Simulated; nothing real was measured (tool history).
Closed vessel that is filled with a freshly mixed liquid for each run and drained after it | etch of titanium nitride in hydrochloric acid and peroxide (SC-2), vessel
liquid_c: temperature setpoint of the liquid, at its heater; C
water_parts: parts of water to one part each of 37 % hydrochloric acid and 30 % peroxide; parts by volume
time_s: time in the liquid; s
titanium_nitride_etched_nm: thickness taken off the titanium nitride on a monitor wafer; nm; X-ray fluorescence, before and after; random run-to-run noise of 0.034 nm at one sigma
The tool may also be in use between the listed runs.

| run | day | liquid_c | water_parts | time_s | titanium_nitride_etched_nm |
|---|---|---|---|---|---|
| 1 | 0.000 | 48.0 | 6 | 285 | 14.2240 |
| 2 | 0.033 | 46.0 | 6 | 285 | 12.2420 |
| 3 | 0.117 | 46.0 | 6 | 285 | 12.2980 |
| 4 | 0.183 | 46.0 | 8 | 285 | 9.7936 |
| 5 | 0.358 | 49.0 | 8 | 285 | 12.0830 |
| 6 | 0.708 | 49.0 | 8 | 285 | 12.0250 |
| 7 | 0.750 | 47.5 | 8 | 285 | 10.8520 |
| 8 | 0.888 | 46.0 | 8 | 285 | 9.7723 |

What will run 9 give?
| 9 | 1.200 | 45.0 | 8 | 285 | ? |

{"run 9": {"titanium_nitride_etched_nm": 9.1618}}

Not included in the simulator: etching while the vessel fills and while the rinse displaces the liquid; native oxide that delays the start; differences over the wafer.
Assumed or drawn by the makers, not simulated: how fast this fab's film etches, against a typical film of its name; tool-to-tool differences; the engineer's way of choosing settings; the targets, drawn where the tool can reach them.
